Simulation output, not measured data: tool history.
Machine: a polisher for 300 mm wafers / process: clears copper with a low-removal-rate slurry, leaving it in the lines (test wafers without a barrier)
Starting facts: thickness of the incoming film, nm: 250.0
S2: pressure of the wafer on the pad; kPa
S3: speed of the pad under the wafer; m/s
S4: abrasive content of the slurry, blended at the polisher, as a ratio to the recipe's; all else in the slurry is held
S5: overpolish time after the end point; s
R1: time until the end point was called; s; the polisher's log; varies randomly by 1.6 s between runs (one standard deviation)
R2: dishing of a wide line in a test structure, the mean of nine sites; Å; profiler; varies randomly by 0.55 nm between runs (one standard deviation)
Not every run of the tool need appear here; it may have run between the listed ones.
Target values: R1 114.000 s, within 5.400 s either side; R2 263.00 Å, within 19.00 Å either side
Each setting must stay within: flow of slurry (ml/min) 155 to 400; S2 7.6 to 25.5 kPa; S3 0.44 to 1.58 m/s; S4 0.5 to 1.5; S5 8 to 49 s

{"run": 1, "day": 0.0, "flow of slurry (ml/min)": 255, "S2": 16.5, "S3": 1.0, "S4": 1.0, "S5": 25, "R1": 85.021, "R2": 416.63}
{"run": 2, "day": 0.342, "flow of slurry (ml/min)": 255, "S2": 13.8, "S3": 1.0, "S4": 1.0, "S5": 25, "R1": 101.8, "R2": 347.22}
{"run": 3, "day": 0.367, "flow of slurry (ml/min)": 255, "S2": 13.8, "S3": 1.2, "S4": 1.0, "S5": 25, "R1": 90.553, "R2": 405.09}
{"run": 4, "day": 0.458, "flow of slurry (ml/min)": 255, "S2": 13.1, "S3": 1.2, "S4": 1.0, "S5": 24, "R1": 92.446, "R2": 369.59}
{"run": 5, "day": 0.504, "flow of slurry (ml/min)": 255, "S2": 12.4, "S3": 1.2, "S4": 1.0, "S5": 24, "R1": 98.98, "R2": 355.37}
{"run": 6, "day": 0.829, "flow of slurry (ml/min)": 190, "S2": 12.4, "S3": 1.2, "S4": 1.0, "S5": 24, "R1": 101.05, "R2": 339.25}
{"run": 7, "day": 0.996, "flow of slurry (ml/min)": 190, "S2": 12.4, "S3": 1.2, "S4": 1.0, "S5": 24, "R1": 102.52, "R2": 344.2}
{"run": 8, "day": 1.079, "flow of slurry (ml/min)": 190, "S2": 12.4, "S3": 1.2, "S4": 1.0, "S5": 23, "R1": 98.823, "R2": 322.96}
{"run": 9, "day": 1.158, "flow of slurry (ml/min)": 190, "S2": 11.0, "S3": 1.2, "S4": 1.0, "S5": 22, "R1": 115.58, "R2": 283.91}

Which of these 4 next moves meets every target?
{"run": "A", "day": 1.238, "flow of slurry (ml/min)": 210, "S2": 11.0, "S3": 1.24, "S4": 0.8, "S5": 17, "R1": "?", "R2": "?"}
{"run": "B", "day": 1.238, "flow of slurry (ml/min)": 155, "S2": 11.7, "S3": 1.18, "S4": 0.8, "S5": 17, "R1": "?", "R2": "?"}
{"run": "C", "day": 1.238, "flow of slurry (ml/min)": 205, "S2": 10.3, "S3": 1.18, "S4": 1.1, "S5": 26, "R1": "?", "R2": "?"}
{"run": "D", "day": 1.238, "flow of slurry (ml/min)": 185, "S2": 12.4, "S3": 1.08, "S4": 1.0, "S5": 19, "R1": "?", "R2": "?"}

move=A R1=113.340 R2=231.76
move=B R1=117.310 R2=225.73
move=C R1=118.720 R2=316.90
move=D R1=110.610 R2=262.51
A: carries the result that was furthest off beyond its target, to the other side
B: carries the result that was furthest off beyond its target, to the other side
C: lands further from the targets than the last run did
D: all results in spec
D meets every target.
